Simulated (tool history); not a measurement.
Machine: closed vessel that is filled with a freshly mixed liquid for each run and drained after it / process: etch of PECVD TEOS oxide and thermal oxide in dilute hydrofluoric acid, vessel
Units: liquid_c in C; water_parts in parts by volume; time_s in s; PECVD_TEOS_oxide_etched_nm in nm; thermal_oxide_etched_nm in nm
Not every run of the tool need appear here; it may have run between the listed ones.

run	hour	liquid_c	water_parts	time_s	PECVD_TEOS_oxide_etched_nm	thermal_oxide_etched_nm
1	0	26	145	165	16.152	5.2637
2	5.5	26	165	165	13.251	4.5212
3	10	26	165	140	11.324	3.9111
4	16.4	22.5	165	140	9.9223	3.3941
5	25.7	25	135	150	15.103	4.985
6	30.3	25	135	80	7.992	2.7017
7	35.3	27	115	110	14.498	4.8239
8	41	28.5	95	120	20.594	6.9743
9	42.3	29.5	80	125	27.178	9.0899
10	49.6	30.5	70	125	32.636	10.882
11	51.9	31.5	65	125	36.203	12.275
12	56.1	32	60	125	40.52	13.722
13	57.8	34	35	125	79.132	26.353
14	59.6	33.5	35	125	77.892	26.011
15	61.3	32.5	35	125	73.178	24.762
16	62.4	31	35	125	68.979	23.413

Estimate the outcome of run 17 from the log above:
17	63.8	29.5	35	125	?	?

{"run 17": {"PECVD_TEOS_oxide_etched_nm": 66.418, "thermal_oxide_etched_nm": 22.053}}

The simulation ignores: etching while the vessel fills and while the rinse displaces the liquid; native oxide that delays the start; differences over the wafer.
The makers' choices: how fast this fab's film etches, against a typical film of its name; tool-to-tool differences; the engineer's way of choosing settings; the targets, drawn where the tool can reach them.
